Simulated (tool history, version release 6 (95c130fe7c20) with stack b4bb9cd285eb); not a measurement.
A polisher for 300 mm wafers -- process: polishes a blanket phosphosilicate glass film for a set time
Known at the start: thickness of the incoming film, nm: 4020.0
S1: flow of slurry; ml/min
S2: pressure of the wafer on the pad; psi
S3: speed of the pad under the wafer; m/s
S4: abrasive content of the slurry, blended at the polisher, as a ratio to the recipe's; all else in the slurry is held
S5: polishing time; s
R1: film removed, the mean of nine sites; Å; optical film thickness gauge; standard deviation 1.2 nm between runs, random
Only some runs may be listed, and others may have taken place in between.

| run | hour | S1 | S2 | S3 | S4 | S5 | R1 |
|---|---|---|---|---|---|---|---|
| 1 | 0 | 130 | 2.9 | 0.82 | 1 | 42 | 1891.5 |
| 2 | 8.1 | 125 | 2.9 | 0.82 | 1 | 42 | 1866.7 |
| 3 | 15.7 | 110 | 2.9 | 0.82 | 1 | 42 | 1845.1 |
| 4 | 19.9 | 110 | 2.9 | 0.82 | 1 | 42 | 1830.3 |
| 5 | 27.8 | 85 | 2.9 | 0.82 | 1 | 42 | 1757.9 |
| 6 | 35.4 | 85 | 2.9 | 0.88 | 1 | 42 | 1828.7 |

Predict the results of run 7:
| 7 | 41.5 | 85 | 2.8 | 0.88 | 1 | 42 | ? |

Run 7 produced R1 1794.3 Å.

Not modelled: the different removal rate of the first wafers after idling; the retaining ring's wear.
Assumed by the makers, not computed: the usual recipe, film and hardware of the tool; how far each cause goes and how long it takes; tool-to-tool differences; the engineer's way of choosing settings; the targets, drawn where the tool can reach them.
